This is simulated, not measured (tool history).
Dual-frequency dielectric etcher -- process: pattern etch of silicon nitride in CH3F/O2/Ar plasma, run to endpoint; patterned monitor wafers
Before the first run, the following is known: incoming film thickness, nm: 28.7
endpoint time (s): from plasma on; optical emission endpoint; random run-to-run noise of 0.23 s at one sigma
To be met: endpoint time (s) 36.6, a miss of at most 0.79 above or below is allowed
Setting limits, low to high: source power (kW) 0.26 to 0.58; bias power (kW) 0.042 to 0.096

| run | hour | source power (kW) | bias power (kW) | endpoint time (s) |
|---|---|---|---|---|
| 1 | 0 | 0.42 | 0.069 | 43.672 |
| 2 | 7.3 | 0.39 | 0.069 | 45.453 |
| 3 | 13.1 | 0.33 | 0.069 | 47.963 |
| 4 | 21.6 | 0.28 | 0.069 | 51.128 |
| 5 | 24.7 | 0.36 | 0.072 | 46.628 |
| 6 | 30.3 | 0.43 | 0.072 | 43.596 |
| 7 | 38.3 | 0.51 | 0.084 | 38.049 |
| 8 | 45 | 0.52 | 0.084 | 37.982 |
| 9 | 47.7 | 0.53 | 0.085 | 37.742 |

Which one of the following 4 next-run settings gets every result inside its allowed miss? There is exactly one.
| A | 50.4 | 0.54 | 0.081 | ? |
| B | 50.4 | 0.51 | 0.086 | ? |
| C | 50.4 | 0.53 | 0.09 | ? |
| D | 50.4 | 0.52 | 0.082 | ? |

| move | endpoint time (s) |
|---|---|
| A | 37.93 |
| B | 37.948 |
| C | 36.819 |
| D | 38.305 |
A: moves away from the targets compared with the last run
B: moves away from the targets compared with the last run
C: every result within its allowed miss
D: moves away from the targets compared with the last run
Go with C: it meets all targets.
